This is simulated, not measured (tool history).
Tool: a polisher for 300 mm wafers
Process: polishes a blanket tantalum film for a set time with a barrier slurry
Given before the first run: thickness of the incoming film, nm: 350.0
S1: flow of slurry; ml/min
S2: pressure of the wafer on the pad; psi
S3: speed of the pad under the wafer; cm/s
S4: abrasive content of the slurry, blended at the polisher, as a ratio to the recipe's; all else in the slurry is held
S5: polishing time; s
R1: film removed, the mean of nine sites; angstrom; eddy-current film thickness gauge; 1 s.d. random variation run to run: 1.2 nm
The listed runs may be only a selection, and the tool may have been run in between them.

run,hour,S1,S2,S3,S4,S5,R1
1,0.0,210,2.5,116,1.0,68,1373.2
2,3.8,210,2.5,116,1.0,72,1488.7
3,8.0,220,2.6,116,1.0,72,1521.9
4,11.9,220,2.6,100,1.0,72,1332.0
5,15.1,220,2.6,100,1.0,72,1326.9
6,19.9,220,2.6,100,1.0,68,1241.4
7,20.6,220,2.9,100,1.0,68,1359.4
8,29.0,220,2.9,100,1.0,68,1345.3
9,33.8,220,2.9,100,1.0,68,1348.4

What does the tool deliver on the next run?
10,42.0,220,3.2,100,1.0,68,?

For run 10 the tool returned R1 1471.3 angstrom.
